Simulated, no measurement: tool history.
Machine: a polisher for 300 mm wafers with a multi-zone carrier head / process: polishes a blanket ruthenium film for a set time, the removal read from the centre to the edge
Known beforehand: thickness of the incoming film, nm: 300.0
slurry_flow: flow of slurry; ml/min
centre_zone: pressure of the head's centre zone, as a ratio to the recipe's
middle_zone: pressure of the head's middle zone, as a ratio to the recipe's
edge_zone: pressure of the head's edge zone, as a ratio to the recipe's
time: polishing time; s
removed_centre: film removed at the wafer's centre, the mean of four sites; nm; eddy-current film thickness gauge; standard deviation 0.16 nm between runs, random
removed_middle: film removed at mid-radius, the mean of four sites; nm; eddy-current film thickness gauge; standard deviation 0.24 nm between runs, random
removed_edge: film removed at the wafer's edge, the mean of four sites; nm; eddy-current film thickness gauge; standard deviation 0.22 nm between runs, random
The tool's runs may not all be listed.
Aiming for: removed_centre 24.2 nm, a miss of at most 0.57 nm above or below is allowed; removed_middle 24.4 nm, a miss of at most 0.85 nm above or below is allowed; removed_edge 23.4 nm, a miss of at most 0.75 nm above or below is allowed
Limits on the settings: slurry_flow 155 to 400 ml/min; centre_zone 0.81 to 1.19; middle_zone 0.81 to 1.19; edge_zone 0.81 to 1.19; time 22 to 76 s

{"run": 1, "day": 0.0, "slurry_flow": 255, "centre_zone": 1, "middle_zone": 1, "edge_zone": 1, "time": 49, "removed_centre": 31.722, "removed_middle": 32.469, "removed_edge": 31.465}
{"run": 2, "day": 0.162, "slurry_flow": 255, "centre_zone": 1, "middle_zone": 0.93, "edge_zone": 1, "time": 49, "removed_centre": 31.563, "removed_middle": 30.581, "removed_edge": 32.505}
{"run": 3, "day": 0.517, "slurry_flow": 255, "centre_zone": 1, "middle_zone": 0.93, "edge_zone": 0.98, "time": 47, "removed_centre": 29.994, "removed_middle": 29.727, "removed_edge": 30.409}
{"run": 4, "day": 0.571, "slurry_flow": 250, "centre_zone": 1, "middle_zone": 0.92, "edge_zone": 0.96, "time": 46, "removed_centre": 29.531, "removed_middle": 27.882, "removed_edge": 29.501}
{"run": 5, "day": 0.921, "slurry_flow": 245, "centre_zone": 0.99, "middle_zone": 0.93, "edge_zone": 0.94, "time": 45, "removed_centre": 28.437, "removed_middle": 27.8, "removed_edge": 28.701}
{"run": 6, "day": 1.225, "slurry_flow": 245, "centre_zone": 0.99, "middle_zone": 0.94, "edge_zone": 0.92, "time": 44, "removed_centre": 27.771, "removed_middle": 27.671, "removed_edge": 27.075}
{"run": 7, "day": 1.504, "slurry_flow": 240, "centre_zone": 0.98, "middle_zone": 0.93, "edge_zone": 0.9, "time": 43, "removed_centre": 27.275, "removed_middle": 26.803, "removed_edge": 26.905}
{"run": 8, "day": 1.875, "slurry_flow": 240, "centre_zone": 0.98, "middle_zone": 0.93, "edge_zone": 0.89, "time": 42, "removed_centre": 26.533, "removed_middle": 26.002, "removed_edge": 25.888}
{"run": 9, "day": 1.908, "slurry_flow": 240, "centre_zone": 0.98, "middle_zone": 0.93, "edge_zone": 0.89, "time": 42, "removed_centre": 26.28, "removed_middle": 26.224, "removed_edge": 25.699}
{"run": 10, "day": 2.271, "slurry_flow": 235, "centre_zone": 0.98, "middle_zone": 0.93, "edge_zone": 0.88, "time": 42, "removed_centre": 26.36, "removed_middle": 25.857, "removed_edge": 25.892}
{"run": 11, "day": 2.562, "slurry_flow": 235, "centre_zone": 0.98, "middle_zone": 0.93, "edge_zone": 0.87, "time": 42, "removed_centre": 26.412, "removed_middle": 25.917, "removed_edge": 25.778}

Pick the move, out of 5, that brings all results within their allowed miss; only one does.
{"run": "A", "day": 2.854, "slurry_flow": 175, "centre_zone": 0.81, "middle_zone": 0.81, "edge_zone": 0.99, "time": 46, "removed_centre": "?", "removed_middle": "?", "removed_edge": "?"}
{"run": "B", "day": 2.854, "slurry_flow": 235, "centre_zone": 1.09, "middle_zone": 1.03, "edge_zone": 0.85, "time": 36, "removed_centre": "?", "removed_middle": "?", "removed_edge": "?"}
{"run": "C", "day": 2.854, "slurry_flow": 155, "centre_zone": 1, "middle_zone": 0.81, "edge_zone": 0.87, "time": 49, "removed_centre": "?", "removed_middle": "?", "removed_edge": "?"}
{"run": "D", "day": 2.854, "slurry_flow": 220, "centre_zone": 0.97, "middle_zone": 0.95, "edge_zone": 0.86, "time": 39, "removed_centre": "?", "removed_middle": "?", "removed_edge": "?"}
{"run": "E", "day": 2.854, "slurry_flow": 230, "centre_zone": 1.02, "middle_zone": 0.92, "edge_zone": 0.81, "time": 40, "removed_centre": "?", "removed_middle": "?", "removed_edge": "?"}

move=A removed_centre=23.649 removed_middle=25.092 removed_edge=29.233
move=B removed_centre=25.143 removed_middle=24.511 removed_edge=21.623
move=C removed_centre=30.359 removed_middle=26.448 removed_edge=29.11
move=D removed_centre=24.245 removed_middle=24.694 removed_edge=23.485
move=E removed_centre=26.168 removed_middle=24.738 removed_edge=23.527
A: puts the biggest miss on target and leaves a different result outside tolerance
B: gains on the last run, yet a result remains outside its allowed miss
C: misses by more than the last run did
D: hits every target within its allowed miss
E: gains on the last run, yet a result remains outside its allowed miss
D meets every target.
